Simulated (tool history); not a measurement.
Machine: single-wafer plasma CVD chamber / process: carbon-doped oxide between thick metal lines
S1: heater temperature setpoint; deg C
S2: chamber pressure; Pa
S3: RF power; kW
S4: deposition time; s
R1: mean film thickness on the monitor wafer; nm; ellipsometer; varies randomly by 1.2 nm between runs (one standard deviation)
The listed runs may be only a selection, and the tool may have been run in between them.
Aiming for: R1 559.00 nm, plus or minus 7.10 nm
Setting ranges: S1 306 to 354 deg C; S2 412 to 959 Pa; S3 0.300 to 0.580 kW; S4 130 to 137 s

run	hour	S1	S2	S3	S4	R1
1	0.0	330	685	0.440	137	689.39
2	1.8	330	587	0.440	137	673.40
3	10.4	330	587	0.440	130	636.39
4	18.1	333	553	0.440	130	628.34
5	20.0	343	553	0.440	130	609.80
6	25.7	343	509	0.440	130	603.01
7	26.4	345	491	0.435	130	592.23
8	35.2	346	476	0.435	130	587.39
9	36.9	347	464	0.435	130	582.97
10	39.9	348	455	0.435	130	581.11
11	47.3	349	447	0.435	130	577.91
12	51.6	350	440	0.435	130	574.29
13	52.1	351	435	0.435	130	571.28

Below are 4 possible settings for the next run. Only one of them brings all results inside the allowed miss of their targets. Which is it?
A	52.6	354	413	0.415	132	?
B	52.6	348	440	0.405	137	?
C	52.6	354	428	0.440	134	?
D	52.6	350	440	0.435	132	?

move	R1
A	554.10
B	577.85
C	587.62
D	582.06
A: in spec on every target
B: further off than the last run
C: further off than the last run
D: further off than the last run
The move that meets every target is A.
